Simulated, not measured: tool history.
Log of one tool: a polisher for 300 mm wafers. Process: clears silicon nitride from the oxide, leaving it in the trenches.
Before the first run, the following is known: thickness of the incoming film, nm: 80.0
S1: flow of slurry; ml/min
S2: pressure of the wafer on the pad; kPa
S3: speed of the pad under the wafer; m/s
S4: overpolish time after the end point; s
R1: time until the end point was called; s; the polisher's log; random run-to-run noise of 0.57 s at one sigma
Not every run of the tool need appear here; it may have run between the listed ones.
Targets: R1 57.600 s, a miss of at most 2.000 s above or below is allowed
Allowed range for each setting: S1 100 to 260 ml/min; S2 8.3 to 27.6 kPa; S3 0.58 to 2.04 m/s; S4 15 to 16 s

run 1 day=0.000 | S1=165 S2=17.9 S3=1.30 S4=15 | R1=83.359
run 2 day=0.333 | S1=170 S2=19.3 S3=1.30 S4=15 | R1=78.202
run 3 day=0.629 | S1=170 S2=17.2 S3=1.30 S4=15 | R1=85.058
run 4 day=0.771 | S1=175 S2=18.6 S3=1.30 S4=15 | R1=80.607
run 5 day=0.942 | S1=135 S2=18.6 S3=1.30 S4=15 | R1=83.785
-- day=1.279 worn pad replaced by a new one
run 6 day=1.279 | S1=105 S2=18.6 S3=1.30 S4=15 | R1=80.153
run 7 day=1.375 | S1=105 S2=18.6 S3=1.30 S4=15 | R1=79.685
run 8 day=1.408 | S1=145 S2=23.4 S3=1.32 S4=15 | R1=61.671
run 9 day=1.588 | S1=145 S2=24.1 S3=1.32 S4=15 | R1=59.647

Below are 4 possible settings for the next run. Only one of them brings all results inside the allowed miss of their targets. Which is it?
run A day=1.767 | S1=120 S2=20.7 S3=1.66 S4=15 | R1=?
run B day=1.767 | S1=105 S2=24.1 S3=1.34 S4=15 | R1=?
run C day=1.767 | S1=170 S2=22.1 S3=1.32 S4=15 | R1=?
run D day=1.767 | S1=155 S2=20.7 S3=1.42 S4=16 | R1=?

move=A R1=56.907
move=B R1=63.819
move=C R1=63.181
move=D R1=62.977
A: all results land within tolerance of their targets
B: the biggest miss grows against the last run
C: the biggest miss grows against the last run
D: the biggest miss grows against the last run
A meets every target.
